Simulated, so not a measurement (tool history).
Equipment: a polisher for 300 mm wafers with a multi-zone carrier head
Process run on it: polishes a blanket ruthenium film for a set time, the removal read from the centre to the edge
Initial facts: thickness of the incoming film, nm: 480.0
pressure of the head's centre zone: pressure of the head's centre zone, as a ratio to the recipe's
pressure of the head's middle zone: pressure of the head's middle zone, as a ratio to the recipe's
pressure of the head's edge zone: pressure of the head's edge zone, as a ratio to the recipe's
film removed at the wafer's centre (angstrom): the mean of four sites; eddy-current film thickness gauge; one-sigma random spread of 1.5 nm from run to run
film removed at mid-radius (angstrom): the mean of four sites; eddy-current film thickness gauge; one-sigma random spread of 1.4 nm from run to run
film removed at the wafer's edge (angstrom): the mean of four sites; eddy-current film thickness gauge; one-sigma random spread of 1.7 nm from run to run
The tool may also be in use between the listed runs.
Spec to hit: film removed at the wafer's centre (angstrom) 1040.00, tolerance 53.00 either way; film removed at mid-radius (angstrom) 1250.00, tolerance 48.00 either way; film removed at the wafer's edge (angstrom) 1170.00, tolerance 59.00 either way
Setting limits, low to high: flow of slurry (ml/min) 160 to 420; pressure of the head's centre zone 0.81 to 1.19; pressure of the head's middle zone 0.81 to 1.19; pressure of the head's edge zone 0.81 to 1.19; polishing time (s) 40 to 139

run,hour,flow of slurry (ml/min),pressure of the head's centre zone,pressure of the head's middle zone,pressure of the head's edge zone,polishing time (s),film removed at the wafer's centre (angstrom),film removed at mid-radius (angstrom),film removed at the wafer's edge (angstrom)
1,0.0,270,1.00,1.00,1.00,89,1000.40,997.93,979.22
2,4.9,270,1.00,1.00,1.00,69,746.54,775.92,754.32
3,13.0,270,0.99,1.01,1.01,73,799.53,816.49,809.06
4,15.6,270,0.93,1.01,1.01,73,766.03,837.79,812.62
5,18.1,270,0.92,1.02,1.02,76,799.55,855.02,837.80
6,19.9,270,0.92,0.95,1.02,76,782.75,822.48,845.72
7,21.4,270,0.91,0.97,1.03,79,817.82,859.99,878.23
8,28.7,270,0.90,0.99,1.04,81,812.93,911.10,880.45
9,29.3,270,0.89,0.99,1.04,84,811.07,931.25,944.48
10,36.7,270,0.90,1.00,1.04,86,849.37,954.71,970.78

Next run, 4 choices. One meets every target within its allowed miss, the rest don't. Which?
A,44.1,280,0.99,1.19,0.82,72,?,?,?
B,44.1,160,0.85,1.07,1.10,75,?,?,?
C,44.1,305,0.86,1.02,0.94,109,?,?,?
D,44.1,280,1.09,0.93,0.86,81,?,?,?

move,film removed at the wafer's centre (angstrom),film removed at mid-radius (angstrom),film removed at the wafer's edge (angstrom)
A,782.97,909.17,735.18
B,652.35,827.23,841.30
C,1036.10,1247.30,1193.00
D,969.10,864.24,847.07
A: its largest miss is bigger than the last run's
B: its largest miss is bigger than the last run's
C: every result lands within tolerance
D: its largest miss is bigger than the last run's
The move that meets every target is C.
